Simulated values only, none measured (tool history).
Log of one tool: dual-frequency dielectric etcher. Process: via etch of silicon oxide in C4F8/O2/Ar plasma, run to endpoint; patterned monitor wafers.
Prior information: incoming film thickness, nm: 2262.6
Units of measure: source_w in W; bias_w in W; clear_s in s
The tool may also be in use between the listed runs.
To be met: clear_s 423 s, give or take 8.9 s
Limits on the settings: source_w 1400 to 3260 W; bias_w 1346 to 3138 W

{"run": 1, "hour": 0.0, "source_w": 2330, "bias_w": 2242, "clear_s": 371.88}
{"run": 2, "hour": 2.1, "source_w": 2190, "bias_w": 2207, "clear_s": 385.58}
{"run": 3, "hour": 3.0, "source_w": 2100, "bias_w": 2188, "clear_s": 395.31}
{"run": 4, "hour": 11.4, "source_w": 1950, "bias_w": 2188, "clear_s": 413.67}
{"run": 5, "hour": 13.8, "source_w": 1950, "bias_w": 2406, "clear_s": 398.49}
{"run": 6, "hour": 14.8, "source_w": 1950, "bias_w": 2791, "clear_s": 376.44}
{"run": 7, "hour": 22.8, "source_w": 1850, "bias_w": 2774, "clear_s": 390.31}
{"run": 8, "hour": 28.2, "source_w": 1850, "bias_w": 2774, "clear_s": 385.66}

Next run, 5 choices. One meets every target within its allowed miss, the rest don't. Which?
{"run": "A", "hour": 33.6, "source_w": 1670, "bias_w": 2992, "clear_s": "?"}
{"run": "B", "hour": 33.6, "source_w": 1680, "bias_w": 2921, "clear_s": "?"}
{"run": "C", "hour": 33.6, "source_w": 1580, "bias_w": 2564, "clear_s": "?"}
{"run": "D", "hour": 33.6, "source_w": 1590, "bias_w": 2514, "clear_s": "?"}
{"run": "E", "hour": 33.6, "source_w": 1740, "bias_w": 2468, "clear_s": "?"}

move=A clear_s=397.58
move=B clear_s=399.89
move=C clear_s=435.86
move=D clear_s=437.53
move=E clear_s=418.01
A: nearer the targets than the last run, but a result is still out of spec
B: nearer the targets than the last run, but a result is still out of spec
C: carries the result that was furthest off beyond its target, to the other side
D: carries the result that was furthest off beyond its target, to the other side
E: every result within its allowed miss
Move E is the one to make.
